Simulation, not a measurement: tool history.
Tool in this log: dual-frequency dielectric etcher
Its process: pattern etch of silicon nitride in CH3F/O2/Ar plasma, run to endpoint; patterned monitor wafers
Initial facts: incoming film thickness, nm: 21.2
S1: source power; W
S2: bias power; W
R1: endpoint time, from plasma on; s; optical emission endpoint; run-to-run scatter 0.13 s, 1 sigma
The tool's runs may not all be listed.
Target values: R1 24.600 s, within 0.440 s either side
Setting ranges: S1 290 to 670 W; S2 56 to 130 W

run	day	S1	S2	R1
1	0.000	480	93	27.919
2	0.192	480	107	26.671
3	0.417	430	107	27.246
4	0.629	470	109	26.336
5	0.658	470	93	28.281
6	0.688	470	81	29.373
7	0.867	520	86	27.722
8	1.229	560	87	27.460
9	1.296	590	92	26.363
10	1.471	610	95	25.840
11	1.829	620	97	25.636

Exactly one of the 4 candidate moves below puts every result within its allowed miss. Which one?
A	2.188	630	106	?
B	2.188	520	94	?
C	2.188	560	90	?
D	2.188	550	88	?

move	R1
A	24.440
B	26.982
C	26.782
D	27.131
A: in spec on every target
B: moves away from the targets compared with the last run
C: moves away from the targets compared with the last run
D: moves away from the targets compared with the last run
A is the move that brings every result within its allowed miss.
